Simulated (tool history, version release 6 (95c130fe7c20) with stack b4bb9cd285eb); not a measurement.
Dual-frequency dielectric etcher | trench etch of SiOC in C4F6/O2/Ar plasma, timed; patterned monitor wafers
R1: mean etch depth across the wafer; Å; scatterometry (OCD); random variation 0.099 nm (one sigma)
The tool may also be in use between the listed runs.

run 1 hour=0.0 | source_power_(kW)=0.500 bias_power_(kW)=0.198 etch_time_(s)=15.5 | R1=386.04
run 2 hour=3.3 | source_power_(kW)=0.460 bias_power_(kW)=0.198 etch_time_(s)=15.5 | R1=367.86
run 3 hour=7.7 | source_power_(kW)=0.450 bias_power_(kW)=0.197 etch_time_(s)=15.5 | R1=362.54
run 4 hour=9.3 | source_power_(kW)=0.450 bias_power_(kW)=0.179 etch_time_(s)=15.5 | R1=350.25
run 5 hour=12.9 | source_power_(kW)=0.490 bias_power_(kW)=0.179 etch_time_(s)=15.5 | R1=366.08
run 6 hour=16.3 | source_power_(kW)=0.480 bias_power_(kW)=0.178 etch_time_(s)=15.5 | R1=362.89
run 7 hour=18.2 | source_power_(kW)=0.470 bias_power_(kW)=0.177 etch_time_(s)=15.5 | R1=356.44

Forecast run 8:
run 8 hour=22.7 | source_power_(kW)=0.460 bias_power_(kW)=0.176 etch_time_(s)=15.5 | R1=?

R1: 351.54 Å
